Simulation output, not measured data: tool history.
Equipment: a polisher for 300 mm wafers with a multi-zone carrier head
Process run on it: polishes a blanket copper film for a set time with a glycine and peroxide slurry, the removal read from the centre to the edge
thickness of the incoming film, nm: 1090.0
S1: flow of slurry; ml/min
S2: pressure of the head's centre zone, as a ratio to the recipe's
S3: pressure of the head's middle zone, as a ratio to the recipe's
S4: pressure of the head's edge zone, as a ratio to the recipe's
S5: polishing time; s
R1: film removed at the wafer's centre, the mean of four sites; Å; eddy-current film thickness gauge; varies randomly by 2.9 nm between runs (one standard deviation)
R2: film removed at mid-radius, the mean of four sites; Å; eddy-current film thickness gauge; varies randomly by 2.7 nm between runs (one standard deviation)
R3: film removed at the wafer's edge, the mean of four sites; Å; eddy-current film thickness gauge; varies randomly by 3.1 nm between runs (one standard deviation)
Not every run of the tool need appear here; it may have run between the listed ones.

{"run": 1, "day": 0.0, "S1": 125, "S2": 1, "S3": 1, "S4": 1, "S5": 48, "R1": 2112.5, "R2": 2100.7, "R3": 2153.3}
{"run": 2, "day": 0.167, "S1": 110, "S2": 1, "S3": 1, "S4": 1, "S5": 48, "R1": 2016.3, "R2": 2017.4, "R3": 2154.6}
{"run": 3, "day": 0.292, "S1": 110, "S2": 1, "S3": 1, "S4": 1.08, "S5": 48, "R1": 2018.6, "R2": 2007.7, "R3": 2154.7}
{"run": 4, "day": 0.562, "S1": 85, "S2": 1, "S3": 1, "S4": 1.08, "S5": 48, "R1": 1839.2, "R2": 1851.8, "R3": 2124.8}
{"run": 5, "day": 0.654, "S1": 75, "S2": 1, "S3": 1, "S4": 1.08, "S5": 48, "R1": 1757.7, "R2": 1783.3, "R3": 2016.4}
{"run": 6, "day": 0.75, "S1": 75, "S2": 1, "S3": 1, "S4": 1.08, "S5": 41, "R1": 1499.5, "R2": 1500.7, "R3": 1697.9}
{"run": 7, "day": 0.954, "S1": 95, "S2": 0.98, "S3": 1, "S4": 1.1, "S5": 44, "R1": 1742.9, "R2": 1772.3, "R3": 1974.8}
{"run": 8, "day": 1.275, "S1": 115, "S2": 0.95, "S3": 0.98, "S4": 1.12, "S5": 45, "R1": 1774, "R2": 1920.3, "R3": 2104.7}
{"run": 9, "day": 1.446, "S1": 130, "S2": 0.95, "S3": 0.96, "S4": 1.14, "S5": 47, "R1": 1971.7, "R2": 1964.9, "R3": 2253.2}

Run 10 has not been measured yet. What should we expect?
{"run": 10, "day": 1.646, "S1": 140, "S2": 0.94, "S3": 0.96, "S4": 1.15, "S5": 48, "R1": "?", "R2": "?", "R3": "?"}

R1: 1995.3 Å
R2: 2066.3 Å
R3: 2374.2 Å
